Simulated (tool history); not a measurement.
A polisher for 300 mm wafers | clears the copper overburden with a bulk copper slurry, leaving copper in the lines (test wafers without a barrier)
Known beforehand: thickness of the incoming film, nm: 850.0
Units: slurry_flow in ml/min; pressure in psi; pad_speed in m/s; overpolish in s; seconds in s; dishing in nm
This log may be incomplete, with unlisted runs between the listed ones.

| run | hour | slurry_flow | pressure | pad_speed | slurry_solids | overpolish | seconds | dishing |
|---|---|---|---|---|---|---|---|---|
| 1 | 0 | 310 | 2.8 | 0.92 | 1 | 28 | 108.84 | 55.943 |
| 2 | 6.4 | 360 | 2.8 | 0.92 | 1 | 28 | 107.97 | 56.638 |
| 3 | 11.8 | 360 | 2.8 | 0.72 | 1 | 28 | 139.17 | 52.573 |
| 4 | 19.2 | 330 | 3 | 0.74 | 1.1 | 24 | 124.33 | 53.49 |
| 5 | 25.3 | 305 | 3.1 | 0.78 | 1.15 | 21 | 115.51 | 52.208 |
| 6 | 31.1 | 305 | 3.1 | 0.78 | 1.05 | 21 | 113.73 | 51.028 |
| 7 | 37.5 | 285 | 3.3 | 0.78 | 0.95 | 19 | 115.03 | 49.805 |
| 8 | 39.4 | 265 | 3.5 | 0.82 | 0.85 | 17 | 106.49 | 49.11 |
| 9 | 47.2 | 250 | 3.7 | 0.84 | 0.8 | 15 | 101.45 | 47.283 |

The next listed run, before its measurement:
| 10 | 51 | 240 | 3.8 | 0.86 | 0.75 | 14 | ? | ? |

{"run 10": {"seconds": 99.967, "dishing": 47.181}}

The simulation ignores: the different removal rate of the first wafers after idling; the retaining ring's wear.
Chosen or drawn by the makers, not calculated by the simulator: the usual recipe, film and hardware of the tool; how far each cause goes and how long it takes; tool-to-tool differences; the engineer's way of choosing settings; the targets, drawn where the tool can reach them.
